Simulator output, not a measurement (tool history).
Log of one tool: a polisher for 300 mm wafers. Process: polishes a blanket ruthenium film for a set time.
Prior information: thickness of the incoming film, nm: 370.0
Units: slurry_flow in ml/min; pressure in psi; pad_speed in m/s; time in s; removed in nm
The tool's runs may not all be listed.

run 1 day=0 | slurry_flow=280 pressure=2.4 pad_speed=1.12 time=96 | removed=171.83
run 2 day=0.129 | slurry_flow=280 pressure=2.1 pad_speed=1.12 time=96 | removed=160.36
run 3 day=0.267 | slurry_flow=235 pressure=2.1 pad_speed=1.12 time=96 | removed=155.56
run 4 day=0.592 | slurry_flow=235 pressure=2.1 pad_speed=1 time=96 | removed=140.29
run 5 day=0.675 | slurry_flow=235 pressure=1.9 pad_speed=0.98 time=96 | removed=128.39
run 6 day=0.842 | slurry_flow=235 pressure=1.7 pad_speed=0.98 time=96 | removed=125.49
run 7 day=1.025 | slurry_flow=235 pressure=1.5 pad_speed=0.96 time=96 | removed=114.28

Run 8, settings as shown, results not yet in. Your forecast:
run 8 day=1.375 | slurry_flow=235 pressure=1.5 pad_speed=0.96 time=96 | removed=?

Run 8 came out at removed 113.29 nm.
